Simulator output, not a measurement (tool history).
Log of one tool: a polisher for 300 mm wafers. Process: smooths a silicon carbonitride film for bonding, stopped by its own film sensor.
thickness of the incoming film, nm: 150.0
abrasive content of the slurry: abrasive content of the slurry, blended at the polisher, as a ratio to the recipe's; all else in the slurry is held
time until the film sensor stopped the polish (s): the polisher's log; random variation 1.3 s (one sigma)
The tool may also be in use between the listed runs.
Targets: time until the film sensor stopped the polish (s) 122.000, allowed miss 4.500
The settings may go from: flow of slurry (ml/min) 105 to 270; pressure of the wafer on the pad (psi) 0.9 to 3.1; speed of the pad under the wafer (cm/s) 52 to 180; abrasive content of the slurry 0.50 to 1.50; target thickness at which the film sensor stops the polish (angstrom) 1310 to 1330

run    day  flow of slurry (ml/min)  pressure of the wafer on the pad (psi)  speed of the pad under the wafer (cm/s)  abrasive content of the slurry  target thickness at which the film sensor stops the polish (angstrom)  time until the film sensor stopped the polish (s)
  1  0.000                      175                                     2.0                                      116                            1.00                                                                   1310                                             82.779
  2  0.150                      175                                     2.5                                      116                            1.00                                                                   1310                                             65.960
  3  0.271                      170                                     2.1                                      114                            1.00                                                                   1310                                             81.124
  4  0.583                      165                                     1.8                                      114                            1.00                                                                   1310                                             90.867
  5  0.771                      165                                     1.8                                      130                            1.00                                                                   1310                                             83.244
  6  1.138                      165                                     1.5                                      128                            1.00                                                                   1310                                            101.630
  7  1.158                      165                                     1.4                                      128                            1.00                                                                   1310                                            109.430
  8  1.246                      165                                     1.3                                      128                            1.00                                                                   1310                                            116.620

Which of these 5 next moves meets every target?
  A  1.333                      215                                     1.1                                      122                            1.15                                                                   1320                                                  ?
  B  1.333                      210                                     1.2                                      136                            1.15                                                                   1320                                                  ?
  C  1.333                      140                                     1.3                                      112                            1.25                                                                   1320                                                  ?
  D  1.333                      145                                     1.1                                      160                            0.85                                                                   1330                                                  ?
  E  1.333                      115                                     1.1                                      172                            1.05                                                                   1310                                                  ?

move  time until the film sensor stopped the polish (s)
   A                                            122.800
   B                                            103.940
   C                                            115.010
   D                                            111.380
   E                                            111.550
A: meets every target
B: further off than the last run
C: further off than the last run
D: further off than the last run
E: further off than the last run
The right move is A.

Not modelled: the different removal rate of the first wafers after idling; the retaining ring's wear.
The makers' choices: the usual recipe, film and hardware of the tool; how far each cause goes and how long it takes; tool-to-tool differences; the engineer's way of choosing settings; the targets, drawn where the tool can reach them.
